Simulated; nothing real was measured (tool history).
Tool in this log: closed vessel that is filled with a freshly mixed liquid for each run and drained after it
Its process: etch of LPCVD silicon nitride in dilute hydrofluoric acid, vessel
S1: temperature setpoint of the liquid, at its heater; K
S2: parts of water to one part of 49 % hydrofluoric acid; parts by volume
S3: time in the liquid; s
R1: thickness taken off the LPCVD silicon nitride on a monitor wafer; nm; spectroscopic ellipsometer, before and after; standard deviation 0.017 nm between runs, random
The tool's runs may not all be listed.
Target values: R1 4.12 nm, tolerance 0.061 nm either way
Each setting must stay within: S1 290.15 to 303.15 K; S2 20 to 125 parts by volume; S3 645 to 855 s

| run | hour | S1 | S2 | S3 | R1 |
|---|---|---|---|---|---|
| 1 | 0 | 295.15 | 70 | 855 | 5.4246 |
| 2 | 4.1 | 294.15 | 70 | 855 | 5.0756 |
| 3 | 10.5 | 293.65 | 70 | 855 | 4.8654 |
| 4 | 12.8 | 293.15 | 70 | 855 | 4.7422 |
| 5 | 17.2 | 296.65 | 70 | 855 | 6.0099 |
| 6 | 24.7 | 295.65 | 70 | 855 | 5.5916 |
| 7 | 25.6 | 294.65 | 70 | 855 | 5.2829 |
| 8 | 32.9 | 294.15 | 70 | 855 | 5.0554 |
| 9 | 36.6 | 293.65 | 70 | 855 | 4.8866 |
| 10 | 38.9 | 293.15 | 70 | 855 | 4.7281 |
| 11 | 42.3 | 292.65 | 70 | 855 | 4.5906 |
| 12 | 47.1 | 292.15 | 70 | 855 | 4.4263 |
| 13 | 54.6 | 291.65 | 70 | 855 | 4.2663 |
| 14 | 55.8 | 291.65 | 70 | 855 | 4.2501 |

Pick the move, out of 5, that brings all results within their allowed miss; only one does.
| A | 57 | 290.65 | 65 | 855 | ? |
| B | 57 | 293.15 | 75 | 855 | ? |
| C | 57 | 293.15 | 60 | 690 | ? |
| D | 57 | 292.65 | 60 | 690 | ? |
| E | 57 | 291.15 | 65 | 795 | ? |

| move | R1 |
|---|---|
| A | 4.2687 |
| B | 4.4194 |
| C | 4.4335 |
| D | 4.2825 |
| E | 4.111 |
A: its largest miss is bigger than the last run's
B: its largest miss is bigger than the last run's
C: its largest miss is bigger than the last run's
D: its largest miss is bigger than the last run's
E: all results land within tolerance of their targets
E meets every target.
